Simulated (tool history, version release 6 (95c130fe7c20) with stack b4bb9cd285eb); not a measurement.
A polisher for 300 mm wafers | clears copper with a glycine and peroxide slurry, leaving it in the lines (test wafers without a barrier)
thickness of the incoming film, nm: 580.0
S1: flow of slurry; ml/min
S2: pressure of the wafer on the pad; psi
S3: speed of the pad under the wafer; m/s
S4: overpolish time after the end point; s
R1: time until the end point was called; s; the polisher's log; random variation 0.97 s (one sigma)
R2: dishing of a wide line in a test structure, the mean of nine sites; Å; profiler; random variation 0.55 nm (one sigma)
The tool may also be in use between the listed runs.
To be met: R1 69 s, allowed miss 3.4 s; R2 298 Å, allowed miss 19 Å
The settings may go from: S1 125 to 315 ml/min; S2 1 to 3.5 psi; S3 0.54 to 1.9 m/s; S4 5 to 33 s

| run | hour | S1 | S2 | S3 | S4 | R1 | R2 |
|---|---|---|---|---|---|---|---|
| 1 | 0 | 205 | 2.2 | 1.22 | 17 | 124.13 | 340.54 |
| 2 | 2.9 | 245 | 2.2 | 1.22 | 17 | 121.33 | 335.34 |
| 3 | 4.4 | 225 | 2.2 | 1.22 | 17 | 120.74 | 326.74 |
| 4 | 6.3 | 230 | 2.5 | 1.24 | 15 | 108.06 | 325.31 |
| 5 | 15.1 | 230 | 2.7 | 1.28 | 13 | 97.979 | 322.01 |
| 6 | 20.5 | 230 | 2.7 | 1.58 | 13 | 80.645 | 347.77 |
| 7 | 28.3 | 235 | 2.8 | 1.58 | 11 | 77.184 | 329.43 |
| 8 | 34.3 | 235 | 2.9 | 1.58 | 10 | 75.404 | 311.4 |
| 9 | 39.2 | 235 | 3 | 1.58 | 10 | 72.465 | 318.54 |
| 10 | 40.2 | 235 | 3 | 1.58 | 9 | 74.148 | 303.38 |

4 next moves are on the table. One of them brings every result within its allowed miss. Which?
| A | 41.2 | 230 | 2.9 | 1.6 | 12 | ? | ? |
| B | 41.2 | 250 | 3.2 | 1.6 | 8 | ? | ? |
| C | 41.2 | 195 | 3 | 1.52 | 9 | ? | ? |
| D | 41.2 | 225 | 3.1 | 1.4 | 9 | ? | ? |

| move | R1 | R2 |
|---|---|---|
| A | 75.045 | 333.7 |
| B | 68.215 | 294.18 |
| C | 77.455 | 294.3 |
| D | 79.775 | 291.33 |
A: further off than the last run
B: meets every target
C: further off than the last run
D: further off than the last run
Answer: B
